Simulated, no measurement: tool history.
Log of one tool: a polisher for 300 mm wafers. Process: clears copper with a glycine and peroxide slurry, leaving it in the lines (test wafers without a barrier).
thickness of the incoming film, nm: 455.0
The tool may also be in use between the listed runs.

run,hour,flow of slurry (ml/min),pressure of the wafer on the pad (psi),speed of the pad under the wafer (m/s),overpolish time after the end point (s),time until the end point was called (s),dishing of a wide line in a test structure (Å)
1,0.0,135,2.9,1.08,9,72.078,376.08
2,1.4,135,2.9,1.08,11,74.213,444.85
3,4.0,135,3.3,1.08,11,65.073,497.00
4,8.9,135,3.3,1.08,14,66.269,611.03
5,14.9,140,2.9,1.06,12,77.991,483.04
6,21.1,130,2.7,1.04,11,83.570,407.00
7,23.0,130,2.6,1.04,10,84.627,366.49

The next listed run, before its measurement:
8,23.8,130,2.5,1.04,9,?,?

{"run 8": {"time until the end point was called (s)": 89.353, "dishing of a wide line in a test structure (Å)": 322.76}}
